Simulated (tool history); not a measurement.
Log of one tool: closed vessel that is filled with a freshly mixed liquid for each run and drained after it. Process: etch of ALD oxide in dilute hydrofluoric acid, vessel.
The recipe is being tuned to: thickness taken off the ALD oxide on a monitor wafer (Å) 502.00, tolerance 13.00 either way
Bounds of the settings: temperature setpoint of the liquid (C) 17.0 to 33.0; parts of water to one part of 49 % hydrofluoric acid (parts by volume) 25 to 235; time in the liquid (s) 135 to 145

run  hour  temperature setpoint of the liquid (C)  parts of water to one part of 49 % hydrofluoric acid (parts by volume)  time in the liquid (s)  thickness taken off the ALD oxide on a monitor wafer (Å)
  1   0.0                                    25.0                                                                     130                     135                                                    137.82
  2   2.8                                    27.0                                                                     100                     135                                                    202.71
  3   9.0                                    27.0                                                                     115                     135                                                    171.35
  4  13.9                                    25.5                                                                     115                     135                                                    161.70
  5  20.3                                    27.5                                                                      90                     135                                                    231.11
  6  22.0                                    29.0                                                                      75                     135                                                    300.88
  7  30.4                                    30.0                                                                      65                     135                                                    364.81
  8  38.4                                    31.0                                                                      60                     135                                                    415.93
  9  43.5                                    31.5                                                                      60                     135                                                    423.53
 10  52.2                                    32.0                                                                      60                     135                                                    429.89
 11  56.1                                    33.0                                                                      45                     135                                                    608.16
 12  61.2                                    33.0                                                                      45                     135                                                    607.39
 13  65.6                                    32.5                                                                      45                     135                                                    602.33
 14  72.8                                    31.5                                                                      45                     135                                                    576.56
 15  77.8                                    30.5                                                                      45                     135                                                    553.16
 16  85.8                                    29.5                                                                      45                     135                                                    533.70
 17  92.3                                    29.0                                                                      45                     135                                                    518.41

Which single option among these 4 for the next run brings every result within its allowed miss of target? Just one does.
  A  98.8                                    28.5                                                                      45                     140                                                         ?
  B  98.8                                    26.5                                                                      45                     145                                                         ?
  C  98.8                                    30.0                                                                      55                     145                                                         ?
  D  98.8                                    29.5                                                                      45                     135                                                         ?

move  thickness taken off the ALD oxide on a monitor wafer (Å)
   A                                                    532.70
   B                                                    509.09
   C                                                    471.77
   D                                                    534.49
A: further off than the last run
B: every result lands within tolerance
C: takes the result that was furthest off past its target
D: further off than the last run
B meets every target.

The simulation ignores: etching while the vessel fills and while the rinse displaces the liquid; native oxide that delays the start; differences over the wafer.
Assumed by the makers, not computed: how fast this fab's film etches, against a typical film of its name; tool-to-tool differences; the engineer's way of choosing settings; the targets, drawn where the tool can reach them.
